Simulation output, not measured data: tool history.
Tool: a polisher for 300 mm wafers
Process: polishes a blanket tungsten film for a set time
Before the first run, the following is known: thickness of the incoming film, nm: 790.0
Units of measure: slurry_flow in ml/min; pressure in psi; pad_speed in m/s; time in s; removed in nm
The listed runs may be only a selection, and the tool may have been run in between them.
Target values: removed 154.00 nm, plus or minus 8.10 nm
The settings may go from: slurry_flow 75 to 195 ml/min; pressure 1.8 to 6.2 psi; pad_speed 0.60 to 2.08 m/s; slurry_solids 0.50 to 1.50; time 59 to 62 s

{"run": 1, "day": 0.0, "slurry_flow": 125, "pressure": 4.0, "pad_speed": 1.34, "slurry_solids": 1.0, "time": 59, "removed": 376.49}
{"run": 2, "day": 0.033, "slurry_flow": 125, "pressure": 4.0, "pad_speed": 1.34, "slurry_solids": 1.15, "time": 59, "removed": 394.61}
{"run": 3, "day": 0.079, "slurry_flow": 155, "pressure": 4.0, "pad_speed": 1.34, "slurry_solids": 1.15, "time": 59, "removed": 392.24}
{"run": 4, "day": 0.192, "slurry_flow": 155, "pressure": 3.0, "pad_speed": 1.34, "slurry_solids": 1.15, "time": 59, "removed": 324.37}
{"run": 5, "day": 0.254, "slurry_flow": 135, "pressure": 3.0, "pad_speed": 1.34, "slurry_solids": 1.15, "time": 59, "removed": 320.07}
{"run": 6, "day": 0.475, "slurry_flow": 125, "pressure": 3.0, "pad_speed": 1.34, "slurry_solids": 1.15, "time": 59, "removed": 311.19}
{"run": 7, "day": 0.742, "slurry_flow": 125, "pressure": 2.9, "pad_speed": 1.28, "slurry_solids": 1.15, "time": 59, "removed": 289.6}
{"run": 8, "day": 0.971, "slurry_flow": 125, "pressure": 2.8, "pad_speed": 1.22, "slurry_solids": 1.15, "time": 59, "removed": 273.2}

4 next moves are on the table. One of them brings every result within its allowed miss. Which?
{"run": "A", "day": 1.2, "slurry_flow": 170, "pressure": 2.0, "pad_speed": 0.7, "slurry_solids": 1.1, "time": 59, "removed": "?"}
{"run": "B", "day": 1.2, "slurry_flow": 150, "pressure": 1.8, "pad_speed": 0.78, "slurry_solids": 1.2, "time": 59, "removed": "?"}
{"run": "C", "day": 1.2, "slurry_flow": 130, "pressure": 1.9, "pad_speed": 0.8, "slurry_solids": 1.15, "time": 59, "removed": "?"}
{"run": "D", "day": 1.2, "slurry_flow": 75, "pressure": 2.1, "pad_speed": 0.96, "slurry_solids": 1.35, "time": 59, "removed": "?"}

move=A removed=130.31
move=B removed=134.67
move=C removed=137.45
move=D removed=153.07
A: takes the biggest miss from the last run beyond its target
B: takes the biggest miss from the last run beyond its target
C: takes the biggest miss from the last run beyond its target
D: in spec on every target
The right move is D.

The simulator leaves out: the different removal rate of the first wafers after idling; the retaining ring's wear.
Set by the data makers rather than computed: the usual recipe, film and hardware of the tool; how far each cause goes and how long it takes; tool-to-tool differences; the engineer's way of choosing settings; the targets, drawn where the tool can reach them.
